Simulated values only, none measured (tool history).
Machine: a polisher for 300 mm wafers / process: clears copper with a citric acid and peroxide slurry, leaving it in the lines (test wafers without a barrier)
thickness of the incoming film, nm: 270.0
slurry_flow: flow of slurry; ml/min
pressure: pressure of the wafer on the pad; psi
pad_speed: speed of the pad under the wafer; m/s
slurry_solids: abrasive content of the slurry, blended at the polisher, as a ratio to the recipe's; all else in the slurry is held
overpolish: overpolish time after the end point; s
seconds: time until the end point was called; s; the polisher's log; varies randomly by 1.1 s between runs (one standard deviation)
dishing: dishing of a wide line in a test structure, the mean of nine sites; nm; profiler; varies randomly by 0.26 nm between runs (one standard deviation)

run 1 day=0.000 | slurry_flow=185 pressure=4.0 pad_speed=0.90 slurry_solids=1.0 overpolish=9 | seconds=122.97 dishing=14.761
run 2 day=0.354 | slurry_flow=205 pressure=4.0 pad_speed=0.90 slurry_solids=1.0 overpolish=9 | seconds=123.29 dishing=14.821
run 3 day=0.708 | slurry_flow=205 pressure=3.3 pad_speed=0.90 slurry_solids=1.0 overpolish=9 | seconds=144.38 dishing=12.624
run 4 day=1.079 | slurry_flow=205 pressure=3.6 pad_speed=0.90 slurry_solids=1.0 overpolish=9 | seconds=135.42 dishing=13.018
run 5 day=1.121 | slurry_flow=205 pressure=3.9 pad_speed=0.90 slurry_solids=1.0 overpolish=9 | seconds=125.03 dishing=14.563
run 6 day=1.479 | slurry_flow=205 pressure=4.1 pad_speed=0.90 slurry_solids=1.0 overpolish=9 | seconds=117.93 dishing=14.850
run 7 day=1.704 | slurry_flow=200 pressure=4.2 pad_speed=0.90 slurry_solids=1.0 overpolish=9 | seconds=117.51 dishing=15.363

The next listed run, before its measurement:
run 8 day=1.900 | slurry_flow=200 pressure=4.4 pad_speed=0.90 slurry_solids=1.0 overpolish=9 | seconds=? dishing=?

Run 8 measured seconds 111.69 s, dishing 15.977 nm.

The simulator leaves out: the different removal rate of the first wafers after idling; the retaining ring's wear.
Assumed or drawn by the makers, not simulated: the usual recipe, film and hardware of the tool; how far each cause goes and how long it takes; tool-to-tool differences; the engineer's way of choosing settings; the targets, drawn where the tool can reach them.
